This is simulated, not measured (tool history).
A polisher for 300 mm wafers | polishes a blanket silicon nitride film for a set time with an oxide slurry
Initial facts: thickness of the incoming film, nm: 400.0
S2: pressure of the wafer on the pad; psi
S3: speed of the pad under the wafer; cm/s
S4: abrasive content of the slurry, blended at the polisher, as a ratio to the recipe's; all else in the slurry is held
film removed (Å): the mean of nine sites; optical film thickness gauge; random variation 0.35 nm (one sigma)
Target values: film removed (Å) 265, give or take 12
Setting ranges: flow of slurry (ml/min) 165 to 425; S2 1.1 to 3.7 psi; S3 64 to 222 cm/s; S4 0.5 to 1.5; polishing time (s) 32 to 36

run 1 hour=0 | flow_of_slurry_(ml/min)=275 S2=2.4 S3=142 S4=1 polishing_time_(s)=36 | film_removed_(Å)=175.15
run 2 hour=3.7 | flow_of_slurry_(ml/min)=275 S2=2.4 S3=142 S4=0.9 polishing_time_(s)=36 | film_removed_(Å)=167.43
run 3 hour=8.1 | flow_of_slurry_(ml/min)=275 S2=2.6 S3=142 S4=0.9 polishing_time_(s)=36 | film_removed_(Å)=179.24
run 4 hour=14.3 | flow_of_slurry_(ml/min)=275 S2=2.6 S3=106 S4=0.9 polishing_time_(s)=36 | film_removed_(Å)=138.92
run 5 hour=19.5 | flow_of_slurry_(ml/min)=275 S2=2.9 S3=116 S4=0.9 polishing_time_(s)=36 | film_removed_(Å)=167.76
run 6 hour=25.8 | flow_of_slurry_(ml/min)=275 S2=3.1 S3=124 S4=0.9 polishing_time_(s)=36 | film_removed_(Å)=187.47
run 7 hour=34.1 | flow_of_slurry_(ml/min)=275 S2=3.3 S3=130 S4=0.9 polishing_time_(s)=36 | film_removed_(Å)=210.3
run 8 hour=35.1 | flow_of_slurry_(ml/min)=275 S2=3.3 S3=130 S4=0.9 polishing_time_(s)=36 | film_removed_(Å)=206.08
run 9 hour=43.3 | flow_of_slurry_(ml/min)=275 S2=3.4 S3=136 S4=0.9 polishing_time_(s)=36 | film_removed_(Å)=223.41
run 10 hour=51.4 | flow_of_slurry_(ml/min)=275 S2=3.5 S3=140 S4=0.9 polishing_time_(s)=36 | film_removed_(Å)=234.41
run 11 hour=52.1 | flow_of_slurry_(ml/min)=275 S2=3.5 S3=140 S4=0.9 polishing_time_(s)=36 | film_removed_(Å)=234.66
run 12 hour=56.7 | flow_of_slurry_(ml/min)=275 S2=3.6 S3=142 S4=0.9 polishing_time_(s)=36 | film_removed_(Å)=248.27
run 13 hour=57.2 | flow_of_slurry_(ml/min)=275 S2=3.6 S3=144 S4=0.9 polishing_time_(s)=36 | film_removed_(Å)=245.15
run 14 hour=63.8 | flow_of_slurry_(ml/min)=275 S2=3.6 S3=146 S4=0.9 polishing_time_(s)=36 | film_removed_(Å)=247.79
run 15 hour=72.7 | flow_of_slurry_(ml/min)=275 S2=3.6 S3=148 S4=0.9 polishing_time_(s)=36 | film_removed_(Å)=246.33
run 16 hour=81.5 | flow_of_slurry_(ml/min)=275 S2=3.6 S3=150 S4=0.9 polishing_time_(s)=36 | film_removed_(Å)=251.89

Exactly one of the 5 candidate moves below puts every result within its allowed miss. Which one?
run A hour=90.3 | flow_of_slurry_(ml/min)=195 S2=3.4 S3=164 S4=1.05 polishing_time_(s)=36 | film_removed_(Å)=?
run B hour=90.3 | flow_of_slurry_(ml/min)=275 S2=3.5 S3=148 S4=0.9 polishing_time_(s)=35 | film_removed_(Å)=?
run C hour=90.3 | flow_of_slurry_(ml/min)=230 S2=3.5 S3=162 S4=0.8 polishing_time_(s)=36 | film_removed_(Å)=?
run D hour=90.3 | flow_of_slurry_(ml/min)=270 S2=3.6 S3=158 S4=0.9 polishing_time_(s)=32 | film_removed_(Å)=?
run E hour=90.3 | flow_of_slurry_(ml/min)=290 S2=3.6 S3=134 S4=0.9 polishing_time_(s)=36 | film_removed_(Å)=?

move=A film_removed_(Å)=258.88
move=B film_removed_(Å)=229.45
move=C film_removed_(Å)=233.86
move=D film_removed_(Å)=226.55
move=E film_removed_(Å)=224.9
A: all results land within tolerance of their targets
B: lands further from the targets than the last run did
C: lands further from the targets than the last run did
D: lands further from the targets than the last run did
E: lands further from the targets than the last run did
A meets every target.

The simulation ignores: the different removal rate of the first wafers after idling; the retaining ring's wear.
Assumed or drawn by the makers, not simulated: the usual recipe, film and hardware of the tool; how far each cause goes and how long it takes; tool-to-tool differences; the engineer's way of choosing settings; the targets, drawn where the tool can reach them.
